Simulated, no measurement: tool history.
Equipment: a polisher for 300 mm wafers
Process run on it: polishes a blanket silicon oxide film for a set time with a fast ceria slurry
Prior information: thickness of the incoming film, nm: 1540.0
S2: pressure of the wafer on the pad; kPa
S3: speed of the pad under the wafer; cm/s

Run 1, hour 0: flow of slurry (ml/min) 265, S2 15.2 kPa, S3 94 cm/s, polishing time (s) 66. Result: film removed (angstrom) 6396.
Run 2, hour 3.9: flow of slurry (ml/min) 265, S2 17.9 kPa, S3 94 cm/s, polishing time (s) 66. Result: film removed (angstrom) 7543.
Run 3, hour 7: flow of slurry (ml/min) 260, S2 15.9 kPa, S3 94 cm/s, polishing time (s) 66. Result: film removed (angstrom) 6631.7.
Run 4, hour 8.5: flow of slurry (ml/min) 260, S2 15.9 kPa, S3 104 cm/s, polishing time (s) 66. Result: film removed (angstrom) 7296.8.
Run 5, hour 10.6: flow of slurry (ml/min) 255, S2 13.8 kPa, S3 104 cm/s, polishing time (s) 66. Result: film removed (angstrom) 6474.3.
Run 6, hour 17.4: flow of slurry (ml/min) 255, S2 13.8 kPa, S3 104 cm/s, polishing time (s) 69. Result: film removed (angstrom) 6717.7.
Run 7, hour 22.9: flow of slurry (ml/min) 250, S2 12.4 kPa, S3 104 cm/s, polishing time (s) 69. Result: film removed (angstrom) 6004.2.
Run 8, hour 26: flow of slurry (ml/min) 235, S2 11.7 kPa, S3 104 cm/s, polishing time (s) 69. Result: film removed (angstrom) 5687.1.
Run 9, hour 27.6: flow of slurry (ml/min) 220, S2 11 kPa, S3 104 cm/s, polishing time (s) 69. Result: film removed (angstrom) 5331.7.
Run 10, hour 33.8: flow of slurry (ml/min) 205, S2 11 kPa, S3 104 cm/s, polishing time (s) 69. Result: film removed (angstrom) 5234.3.

For run 11, what comes out?
Run 11, hour 42.2: flow of slurry (ml/min) 195, S2 11 kPa, S3 104 cm/s, polishing time (s) 69. Result: film removed (angstrom) ?.

{"run 11": {"film removed (angstrom)": 5243.5}}
